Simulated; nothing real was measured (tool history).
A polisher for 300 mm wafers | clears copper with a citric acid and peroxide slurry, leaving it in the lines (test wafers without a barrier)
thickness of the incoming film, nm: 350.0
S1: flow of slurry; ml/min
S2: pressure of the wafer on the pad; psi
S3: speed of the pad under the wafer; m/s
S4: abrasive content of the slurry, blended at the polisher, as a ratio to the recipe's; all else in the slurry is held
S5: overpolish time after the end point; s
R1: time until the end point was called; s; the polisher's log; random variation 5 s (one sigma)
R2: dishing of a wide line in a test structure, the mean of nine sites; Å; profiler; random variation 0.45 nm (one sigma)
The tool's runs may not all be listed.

run,hour,S1,S2,S3,S4,S5,R1,R2
1,0,230,3.1,1.2,1,23,157.21,347.86
2,0.6,230,2.8,1.18,1,24,174.9,319.64
3,1.3,230,2.8,1.18,0.8,24,186.62,299.38
4,5.9,230,2.8,1.36,0.8,24,160.07,349.07
5,9.4,230,2.5,1.36,0.8,24,188.05,316.09
6,17.8,230,2.5,1.36,0.8,16,182.05,216.24
7,24.2,230,2.3,1.36,0.8,19,200.21,239.83

Run 8 comes next. What will it give?
8,28.2,230,2.1,1.38,0.8,21,?,?

R1: 216.06 s
R2: 247.51 Å

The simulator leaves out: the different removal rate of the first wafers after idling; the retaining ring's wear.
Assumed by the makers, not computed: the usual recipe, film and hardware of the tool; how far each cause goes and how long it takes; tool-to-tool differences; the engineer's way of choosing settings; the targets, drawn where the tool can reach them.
